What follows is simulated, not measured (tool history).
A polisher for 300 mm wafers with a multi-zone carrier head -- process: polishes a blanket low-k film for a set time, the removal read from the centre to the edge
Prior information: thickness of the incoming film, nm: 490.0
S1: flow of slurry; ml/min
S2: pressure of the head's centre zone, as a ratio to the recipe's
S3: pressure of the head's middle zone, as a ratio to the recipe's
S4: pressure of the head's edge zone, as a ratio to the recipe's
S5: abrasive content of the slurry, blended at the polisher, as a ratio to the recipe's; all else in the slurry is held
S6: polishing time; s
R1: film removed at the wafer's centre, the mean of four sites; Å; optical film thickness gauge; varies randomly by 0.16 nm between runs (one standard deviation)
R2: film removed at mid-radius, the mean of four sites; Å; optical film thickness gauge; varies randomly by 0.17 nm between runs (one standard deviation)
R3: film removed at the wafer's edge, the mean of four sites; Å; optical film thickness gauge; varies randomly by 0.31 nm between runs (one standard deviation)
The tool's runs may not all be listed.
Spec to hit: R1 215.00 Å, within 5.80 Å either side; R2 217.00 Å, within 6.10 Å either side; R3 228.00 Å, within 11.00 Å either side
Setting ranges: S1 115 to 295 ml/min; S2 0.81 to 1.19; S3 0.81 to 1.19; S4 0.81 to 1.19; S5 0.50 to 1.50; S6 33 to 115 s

| run | hour | S1 | S2 | S3 | S4 | S5 | S6 | R1 | R2 | R3 |
|---|---|---|---|---|---|---|---|---|---|---|
| 1 | 0.0 | 190 | 1.00 | 1.00 | 1.00 | 1.00 | 73 | 393.40 | 414.00 | 405.38 |
| 2 | 8.9 | 190 | 1.00 | 1.00 | 1.00 | 1.00 | 89 | 487.03 | 504.15 | 490.74 |
| 3 | 17.6 | 180 | 0.98 | 0.96 | 0.96 | 0.85 | 79 | 397.81 | 402.89 | 397.80 |
| 4 | 22.9 | 180 | 0.98 | 0.96 | 0.96 | 0.70 | 79 | 359.98 | 367.23 | 372.53 |
| 5 | 28.5 | 180 | 0.98 | 0.96 | 0.96 | 0.85 | 79 | 390.88 | 405.73 | 398.02 |
| 6 | 33.1 | 175 | 0.97 | 0.94 | 0.95 | 0.75 | 71 | 328.77 | 337.74 | 327.13 |
| 7 | 38.2 | 175 | 0.97 | 0.94 | 0.95 | 0.75 | 71 | 330.13 | 336.67 | 330.92 |
| 8 | 42.4 | 140 | 0.87 | 0.84 | 0.86 | 0.50 | 54 | 174.63 | 187.99 | 196.68 |
| 9 | 50.6 | 140 | 0.87 | 0.84 | 0.86 | 0.50 | 54 | 172.10 | 187.70 | 188.77 |
| 10 | 53.0 | 190 | 0.97 | 0.88 | 0.96 | 0.60 | 54 | 229.53 | 222.01 | 229.49 |
| 11 | 57.5 | 180 | 0.96 | 0.88 | 0.97 | 0.60 | 54 | 223.56 | 221.76 | 227.86 |
| 12 | 61.9 | 175 | 0.96 | 0.88 | 0.98 | 0.60 | 54 | 224.87 | 218.16 | 235.26 |

Exactly one of the 5 candidate moves below puts every result within its allowed miss. Which one?
| A | 66.3 | 205 | 1.09 | 0.99 | 0.91 | 0.65 | 46 | ? | ? | ? |
| B | 66.3 | 215 | 0.95 | 0.89 | 1.01 | 0.80 | 45 | ? | ? | ? |
| C | 66.3 | 230 | 0.97 | 0.81 | 1.15 | 0.50 | 58 | ? | ? | ? |
| D | 66.3 | 150 | 0.84 | 0.87 | 1.05 | 0.50 | 63 | ? | ? | ? |
| E | 66.3 | 215 | 0.98 | 1.03 | 0.81 | 0.70 | 46 | ? | ? | ? |

| move | R1 | R2 | R3 |
|---|---|---|---|
| A | 231.06 | 214.87 | 200.93 |
| B | 218.51 | 219.46 | 229.00 |
| C | 231.36 | 215.73 | 252.81 |
| D | 200.00 | 226.49 | 248.13 |
| E | 216.82 | 229.73 | 198.55 |
A: the biggest miss grows against the last run
B: all results land within tolerance of their targets
C: the biggest miss grows against the last run
D: the result that was furthest off in the last run now lies on the other side of its target
E: brings the last run's worst result on target, with another outside its allowed miss
Move B is the one to make.
